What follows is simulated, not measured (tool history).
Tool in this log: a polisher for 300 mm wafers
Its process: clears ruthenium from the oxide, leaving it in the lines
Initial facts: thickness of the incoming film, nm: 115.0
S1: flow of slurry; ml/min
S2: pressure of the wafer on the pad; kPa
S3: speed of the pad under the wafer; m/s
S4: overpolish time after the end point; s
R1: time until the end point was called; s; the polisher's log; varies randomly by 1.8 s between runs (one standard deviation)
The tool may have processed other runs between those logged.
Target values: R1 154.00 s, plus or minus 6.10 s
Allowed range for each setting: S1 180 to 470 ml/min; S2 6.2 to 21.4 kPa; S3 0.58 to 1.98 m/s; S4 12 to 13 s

Run 1, hour 0.0: S1 300 ml/min, S2 13.8 kPa, S3 1.28 m/s, S4 12 s. Result: R1 100.55 s.
Run 2, hour 3.7: S1 300 ml/min, S2 12.4 kPa, S3 1.28 m/s, S4 12 s. Result: R1 110.62 s.
Run 3, hour 12.6: S1 360 ml/min, S2 12.4 kPa, S3 1.28 m/s, S4 12 s. Result: R1 109.35 s.
Run 4, hour 15.3: S1 360 ml/min, S2 11.7 kPa, S3 1.28 m/s, S4 12 s. Result: R1 115.78 s.
Run 5, hour 17.5: S1 390 ml/min, S2 11.7 kPa, S3 1.28 m/s, S4 12 s. Result: R1 115.58 s.
Run 6, hour 24.4: S1 390 ml/min, S2 11.7 kPa, S3 1.28 m/s, S4 12 s. Result: R1 115.74 s.
Run 7, hour 27.0: S1 390 ml/min, S2 11.0 kPa, S3 1.28 m/s, S4 12 s. Result: R1 121.98 s.
Run 8, hour 28.9: S1 390 ml/min, S2 10.3 kPa, S3 1.28 m/s, S4 12 s. Result: R1 128.55 s.
Run 9, hour 32.1: S1 390 ml/min, S2 10.3 kPa, S3 1.28 m/s, S4 12 s. Result: R1 126.90 s.
Run 10, hour 33.1: S1 390 ml/min, S2 9.7 kPa, S3 1.28 m/s, S4 12 s. Result: R1 139.62 s.
Run 11, hour 40.0: S1 390 ml/min, S2 9.0 kPa, S3 1.28 m/s, S4 12 s. Result: R1 147.27 s.

5 next moves are on the table. One of them brings every result within its allowed miss. Which?
Run A, hour 46.9: S1 455 ml/min, S2 12.4 kPa, S3 0.96 m/s, S4 12 s. Result: R1 ?.
Run B, hour 46.9: S1 345 ml/min, S2 9.0 kPa, S3 1.38 m/s, S4 12 s. Result: R1 ?.
Run C, hour 46.9: S1 330 ml/min, S2 10.3 kPa, S3 1.06 m/s, S4 13 s. Result: R1 ?.
Run D, hour 46.9: S1 470 ml/min, S2 8.3 kPa, S3 1.48 m/s, S4 12 s. Result: R1 ?.
Run E, hour 46.9: S1 340 ml/min, S2 9.0 kPa, S3 1.34 m/s, S4 13 s. Result: R1 ?.

move      R1
   A  140.00
   B  136.14
   C  154.56
   D  133.89
   E  140.26
A: lands further from the targets than the last run did
B: lands further from the targets than the last run did
C: each result inside its tolerance
D: lands further from the targets than the last run did
E: lands further from the targets than the last run did
The move that meets every target is C.

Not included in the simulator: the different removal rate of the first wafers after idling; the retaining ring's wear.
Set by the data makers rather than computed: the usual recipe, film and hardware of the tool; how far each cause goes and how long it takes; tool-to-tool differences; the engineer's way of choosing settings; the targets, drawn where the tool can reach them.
